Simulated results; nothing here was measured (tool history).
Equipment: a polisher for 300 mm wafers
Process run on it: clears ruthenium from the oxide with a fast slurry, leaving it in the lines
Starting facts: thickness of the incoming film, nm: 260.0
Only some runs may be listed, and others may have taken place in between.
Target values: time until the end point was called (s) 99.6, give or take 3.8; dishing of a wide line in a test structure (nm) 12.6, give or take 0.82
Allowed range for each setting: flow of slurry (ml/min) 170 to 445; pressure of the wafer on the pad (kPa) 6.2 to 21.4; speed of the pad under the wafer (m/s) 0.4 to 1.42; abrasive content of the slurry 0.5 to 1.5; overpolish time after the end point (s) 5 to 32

run	day	flow of slurry (ml/min)	pressure of the wafer on the pad (kPa)	speed of the pad under the wafer (m/s)	abrasive content of the slurry	overpolish time after the end point (s)	time until the end point was called (s)	dishing of a wide line in a test structure (nm)
1	0	285	13.8	0.9	1	16	91.832	23.171
2	0.346	285	13.8	0.9	1	14	90.616	21.693
3	0.517	285	13.8	0.9	1	13	92.158	20.067
4	0.675	285	13.8	0.9	1.15	13	85.305	22.005
5	0.908	285	13.8	1.12	1.15	13	68.191	23.62
6	1.221	285	13.8	1.12	1.15	9	68.264	20.099
7	1.45	285	9.7	1.1	1.15	5	98.043	9.6024
8	1.612	285	10.3	1.04	1.15	11	98.45	17.366
9	1.792	280	10.3	1.04	1.05	9	104.28	15.218
10	1.838	290	10.3	1.04	1.05	9	103.25	15.3
11	2	285	10.3	1.04	1.05	9	104.58	15.068
12	2.304	290	10.3	1.04	1.1	8	102.05	14.398
13	2.525	285	10.3	1.04	1.1	8	100.95	13.939
14	2.633	280	10.3	1.04	1.1	5	100.94	9.7653
15	2.825	290	10.3	1.04	1.1	5	98.133	9.421
16	3.058	280	10.3	1.04	1.1	5	100.8	9.7218
17	3.229	235	11	1.04	1.1	13	95.821	19.884
18	3.483	235	11	1.04	1.1	12	97.466	18.904

Which single option among these 4 for the next run brings every result within its allowed miss of target? Just one does.
A	3.738	250	10.3	1.04	1.15	7	?	?
B	3.738	220	11	1.14	1.05	8	?	?
C	3.738	230	11.7	0.96	1.1	9	?	?
D	3.738	220	9.7	1.22	1.05	9	?	?

move	time until the end point was called (s)	dishing of a wide line in a test structure (nm)
A	101.22	12.704
B	92.813	15.041
C	100.31	15.493
D	98.746	15.673
A: hits every target within its allowed miss
B: an improvement on the last run, though not all results are within tolerance
C: an improvement on the last run, though not all results are within tolerance
D: an improvement on the last run, though not all results are within tolerance
So the answer is move A, the one that meets all the targets.
